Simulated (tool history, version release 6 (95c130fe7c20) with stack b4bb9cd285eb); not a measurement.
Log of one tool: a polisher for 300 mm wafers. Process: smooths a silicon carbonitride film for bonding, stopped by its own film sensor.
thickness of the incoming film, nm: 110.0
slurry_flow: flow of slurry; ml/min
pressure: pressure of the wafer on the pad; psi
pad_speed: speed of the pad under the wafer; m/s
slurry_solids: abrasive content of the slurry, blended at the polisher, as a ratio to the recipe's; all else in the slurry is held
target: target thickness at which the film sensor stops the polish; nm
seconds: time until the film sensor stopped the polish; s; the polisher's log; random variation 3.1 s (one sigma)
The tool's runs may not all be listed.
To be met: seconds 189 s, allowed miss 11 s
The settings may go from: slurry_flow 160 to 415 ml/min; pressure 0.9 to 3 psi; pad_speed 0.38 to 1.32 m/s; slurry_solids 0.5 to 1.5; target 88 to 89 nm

run 1 hour=0 | slurry_flow=265 pressure=1.9 pad_speed=0.84 slurry_solids=1 target=89 | seconds=96.248
run 2 hour=4.9 | slurry_flow=265 pressure=1.9 pad_speed=0.68 slurry_solids=1 target=89 | seconds=106.7
run 3 hour=11.5 | slurry_flow=265 pressure=1.5 pad_speed=0.68 slurry_solids=1 target=89 | seconds=131.91
run 4 hour=19.8 | slurry_flow=265 pressure=1.4 pad_speed=0.66 slurry_solids=1 target=89 | seconds=137.38
run 5 hour=28.4 | slurry_flow=265 pressure=1.4 pad_speed=0.88 slurry_solids=1 target=89 | seconds=116.36
run 6 hour=36.7 | slurry_flow=215 pressure=1.4 pad_speed=0.88 slurry_solids=1 target=89 | seconds=123.93
run 7 hour=39.5 | slurry_flow=210 pressure=1.3 pad_speed=0.84 slurry_solids=1 target=89 | seconds=134.55
run 8 hour=47.3 | slurry_flow=205 pressure=1.2 pad_speed=0.8 slurry_solids=1 target=89 | seconds=145.16
run 9 hour=54.7 | slurry_flow=205 pressure=1.1 pad_speed=0.78 slurry_solids=1 target=89 | seconds=153.45
run 10 hour=60.6 | slurry_flow=205 pressure=1.1 pad_speed=0.76 slurry_solids=1 target=89 | seconds=158.42

Which of these 4 next moves meets every target?
run A hour=66.5 | slurry_flow=175 pressure=1.4 pad_speed=0.46 slurry_solids=0.9 target=88 | seconds=?
run B hour=66.5 | slurry_flow=245 pressure=0.9 pad_speed=0.92 slurry_solids=1 target=88 | seconds=?
run C hour=66.5 | slurry_flow=215 pressure=1.5 pad_speed=0.78 slurry_solids=1 target=89 | seconds=?
run D hour=66.5 | slurry_flow=175 pressure=1.2 pad_speed=0.7 slurry_solids=1.15 target=88 | seconds=?

move=A seconds=189.92
move=B seconds=162.2
move=C seconds=122.42
move=D seconds=154.39
A: meets every target
B: nearer than the last run, and not there yet
C: further off than the last run
D: further off than the last run
Answer: A
